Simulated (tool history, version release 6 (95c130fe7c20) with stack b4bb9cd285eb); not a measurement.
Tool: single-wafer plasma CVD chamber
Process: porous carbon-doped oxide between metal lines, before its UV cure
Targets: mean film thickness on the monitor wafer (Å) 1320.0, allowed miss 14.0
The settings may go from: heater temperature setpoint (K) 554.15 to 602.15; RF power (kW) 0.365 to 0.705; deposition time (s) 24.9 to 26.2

| run | day | heater temperature setpoint (K) | RF power (kW) | deposition time (s) | mean film thickness on the monitor wafer (Å) |
|---|---|---|---|---|---|
| 1 | 0.000 | 578.15 | 0.535 | 26.2 | 1563.1 |
| 2 | 0.142 | 571.15 | 0.535 | 26.2 | 1610.3 |
| 3 | 0.433 | 575.15 | 0.525 | 26.2 | 1569.2 |
| 4 | 0.562 | 575.15 | 0.555 | 26.2 | 1603.9 |
| 5 | 0.679 | 570.15 | 0.555 | 26.2 | 1644.7 |
| 6 | 0.875 | 574.15 | 0.540 | 26.2 | 1595.5 |
| 7 | 1.033 | 578.15 | 0.530 | 26.2 | 1556.0 |
| 8 | 1.354 | 581.15 | 0.520 | 26.2 | 1518.6 |
| 9 | 1.379 | 584.15 | 0.510 | 26.2 | 1494.8 |
| 10 | 1.542 | 586.15 | 0.500 | 26.2 | 1463.7 |
| 11 | 1.879 | 588.15 | 0.495 | 26.2 | 1445.7 |
| 12 | 1.962 | 590.15 | 0.490 | 26.2 | 1424.7 |
| 13 | 1.996 | 592.15 | 0.485 | 26.2 | 1405.1 |
| 14 | 2.196 | 592.15 | 0.485 | 26.2 | 1407.6 |
| 15 | 2.321 | 593.15 | 0.480 | 26.2 | 1395.9 |
| 16 | 2.642 | 594.15 | 0.475 | 26.2 | 1385.0 |
| 17 | 2.700 | 595.15 | 0.470 | 26.2 | 1377.8 |
| 18 | 2.767 | 596.15 | 0.465 | 26.2 | 1351.3 |

4 next moves are on the table. One of them brings every result within its allowed miss. Which?
| A | 2.833 | 596.15 | 0.535 | 25.6 | ? |
| B | 2.833 | 601.15 | 0.525 | 25.5 | ? |
| C | 2.833 | 602.15 | 0.465 | 25.4 | ? |
| D | 2.833 | 602.15 | 0.520 | 24.9 | ? |

| move | mean film thickness on the monitor wafer (Å) |
|---|---|
| A | 1401.5 |
| B | 1355.7 |
| C | 1282.7 |
| D | 1314.1 |
A: further off than the last run
B: further off than the last run
C: takes the result that was furthest off past its target
D: meets every target
Answer: D
